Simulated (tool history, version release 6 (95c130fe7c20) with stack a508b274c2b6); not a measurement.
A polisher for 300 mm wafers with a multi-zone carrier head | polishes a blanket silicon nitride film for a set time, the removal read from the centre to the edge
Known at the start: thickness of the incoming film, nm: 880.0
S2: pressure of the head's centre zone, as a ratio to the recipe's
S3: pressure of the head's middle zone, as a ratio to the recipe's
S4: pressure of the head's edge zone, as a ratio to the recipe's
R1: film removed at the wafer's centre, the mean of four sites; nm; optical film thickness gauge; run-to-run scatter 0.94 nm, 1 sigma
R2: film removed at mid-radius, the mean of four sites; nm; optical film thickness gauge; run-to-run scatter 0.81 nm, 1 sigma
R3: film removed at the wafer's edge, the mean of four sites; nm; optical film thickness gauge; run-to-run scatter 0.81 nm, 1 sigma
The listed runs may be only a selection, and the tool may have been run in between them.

{"run": 1, "hour": 0.0, "flow of slurry (ml/min)": 285, "S2": 1.0, "S3": 1.0, "S4": 1.0, "polishing time (s)": 60, "R1": 82.38, "R2": 80.542, "R3": 80.638}
{"run": 2, "hour": 7.7, "flow of slurry (ml/min)": 285, "S2": 0.92, "S3": 1.0, "S4": 1.0, "polishing time (s)": 60, "R1": 75.453, "R2": 81.532, "R3": 82.968}
{"run": 3, "hour": 14.3, "flow of slurry (ml/min)": 285, "S2": 0.93, "S3": 0.99, "S4": 0.98, "polishing time (s)": 58, "R1": 73.342, "R2": 77.763, "R3": 76.333}
{"run": 4, "hour": 18.4, "flow of slurry (ml/min)": 280, "S2": 0.93, "S3": 0.96, "S4": 0.97, "polishing time (s)": 58, "R1": 71.385, "R2": 76.25, "R3": 76.998}
{"run": 5, "hour": 20.2, "flow of slurry (ml/min)": 280, "S2": 0.93, "S3": 0.89, "S4": 0.97, "polishing time (s)": 58, "R1": 71.81, "R2": 70.428, "R3": 77.548}
{"run": 6, "hour": 24.4, "flow of slurry (ml/min)": 250, "S2": 0.93, "S3": 0.89, "S4": 0.97, "polishing time (s)": 58, "R1": 72.24, "R2": 70.085, "R3": 75.837}

Run 7, settings as shown, results not yet in. Your forecast:
{"run": 7, "hour": 29.3, "flow of slurry (ml/min)": 245, "S2": 0.93, "S3": 0.89, "S4": 0.95, "polishing time (s)": 57, "R1": "?", "R2": "?", "R3": "?"}

{"run 7": {"R1": 69.11, "R2": 69.094, "R3": 73.82}}
